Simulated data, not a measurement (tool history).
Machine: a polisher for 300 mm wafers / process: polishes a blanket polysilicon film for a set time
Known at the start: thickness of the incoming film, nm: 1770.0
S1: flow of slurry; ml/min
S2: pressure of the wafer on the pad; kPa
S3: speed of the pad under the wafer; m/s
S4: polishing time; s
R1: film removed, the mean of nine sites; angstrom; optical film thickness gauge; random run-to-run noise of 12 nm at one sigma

run  hour   S1    S2    S3   S4      R1
  1   0.0  305  12.4  0.76  101  4188.7
  2   4.6  305  12.4  0.82  101  4482.4
  3  12.7  270  12.4  0.82  101  4375.7
  4  13.5  275  13.8  0.82  101  4994.9
  5  20.9  275  14.5  0.82  101  5072.8
  6  22.2  275  11.7  0.82  101  4167.9

Expected results for the next run?
  7  30.3  275  13.1  0.82  101   ?

R1: 4598.4 angstrom
